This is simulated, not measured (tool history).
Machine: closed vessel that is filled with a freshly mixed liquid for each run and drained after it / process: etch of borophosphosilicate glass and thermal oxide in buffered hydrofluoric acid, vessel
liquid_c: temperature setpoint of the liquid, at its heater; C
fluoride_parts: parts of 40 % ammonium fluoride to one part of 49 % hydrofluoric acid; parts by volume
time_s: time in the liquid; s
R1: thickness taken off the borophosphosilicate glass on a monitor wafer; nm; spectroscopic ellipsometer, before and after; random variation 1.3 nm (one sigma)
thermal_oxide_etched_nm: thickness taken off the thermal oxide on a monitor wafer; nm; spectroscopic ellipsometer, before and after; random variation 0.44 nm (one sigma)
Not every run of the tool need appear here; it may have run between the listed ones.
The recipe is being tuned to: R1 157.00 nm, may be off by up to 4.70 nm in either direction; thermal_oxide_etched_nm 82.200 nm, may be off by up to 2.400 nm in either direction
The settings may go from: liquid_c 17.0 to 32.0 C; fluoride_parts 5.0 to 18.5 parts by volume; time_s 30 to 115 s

{"run": 1, "hour": 0.0, "liquid_c": 25.0, "fluoride_parts": 11.5, "time_s": 60, "R1": 121.11, "thermal_oxide_etched_nm": 62.978}
{"run": 2, "hour": 4.8, "liquid_c": 27.0, "fluoride_parts": 11.5, "time_s": 60, "R1": 133.56, "thermal_oxide_etched_nm": 69.395}
{"run": 3, "hour": 11.9, "liquid_c": 27.0, "fluoride_parts": 11.5, "time_s": 80, "R1": 178.52, "thermal_oxide_etched_nm": 93.394}
{"run": 4, "hour": 13.6, "liquid_c": 27.0, "fluoride_parts": 11.5, "time_s": 100, "R1": 223.44, "thermal_oxide_etched_nm": 117.02}
{"run": 5, "hour": 19.1, "liquid_c": 26.0, "fluoride_parts": 11.5, "time_s": 100, "R1": 211.35, "thermal_oxide_etched_nm": 110.1}
{"run": 6, "hour": 23.1, "liquid_c": 25.5, "fluoride_parts": 11.5, "time_s": 100, "R1": 205.39, "thermal_oxide_etched_nm": 107.09}
{"run": 7, "hour": 27.4, "liquid_c": 25.0, "fluoride_parts": 11.5, "time_s": 100, "R1": 195.91, "thermal_oxide_etched_nm": 103.29}
{"run": 8, "hour": 34.5, "liquid_c": 24.5, "fluoride_parts": 11.5, "time_s": 100, "R1": 191.88, "thermal_oxide_etched_nm": 101.4}
{"run": 9, "hour": 39.1, "liquid_c": 24.0, "fluoride_parts": 11.5, "time_s": 100, "R1": 189.29, "thermal_oxide_etched_nm": 99.019}
{"run": 10, "hour": 42.5, "liquid_c": 23.5, "fluoride_parts": 11.5, "time_s": 100, "R1": 184.62, "thermal_oxide_etched_nm": 97.161}
{"run": 11, "hour": 44.8, "liquid_c": 23.5, "fluoride_parts": 11.5, "time_s": 100, "R1": 182.18, "thermal_oxide_etched_nm": 96.197}
{"run": 12, "hour": 53.5, "liquid_c": 23.0, "fluoride_parts": 11.5, "time_s": 100, "R1": 179.22, "thermal_oxide_etched_nm": 93.775}
{"run": 13, "hour": 56.1, "liquid_c": 22.5, "fluoride_parts": 11.5, "time_s": 100, "R1": 173.77, "thermal_oxide_etched_nm": 91.241}
{"run": 14, "hour": 64.5, "liquid_c": 22.0, "fluoride_parts": 11.5, "time_s": 100, "R1": 170.99, "thermal_oxide_etched_nm": 88.735}

Exactly one of the 4 candidate moves below puts every result within its allowed miss. Which one?
{"run": "A", "hour": 72.9, "liquid_c": 23.5, "fluoride_parts": 13.0, "time_s": 115, "R1": "?", "thermal_oxide_etched_nm": "?"}
{"run": "B", "hour": 72.9, "liquid_c": 24.0, "fluoride_parts": 12.5, "time_s": 90, "R1": "?", "thermal_oxide_etched_nm": "?"}
{"run": "C", "hour": 72.9, "liquid_c": 25.0, "fluoride_parts": 13.5, "time_s": 105, "R1": "?", "thermal_oxide_etched_nm": "?"}
{"run": "D", "hour": 72.9, "liquid_c": 22.5, "fluoride_parts": 10.5, "time_s": 100, "R1": "?", "thermal_oxide_etched_nm": "?"}

move=A R1=186.86 thermal_oxide_etched_nm=98.279
move=B R1=156.14 thermal_oxide_etched_nm=82.127
move=C R1=178.23 thermal_oxide_etched_nm=93.843
move=D R1=187.22 thermal_oxide_etched_nm=98.253
A: the biggest miss grows against the last run
B: all results in spec
C: the biggest miss grows against the last run
D: the biggest miss grows against the last run
So the answer is move B, the one that meets all the targets.
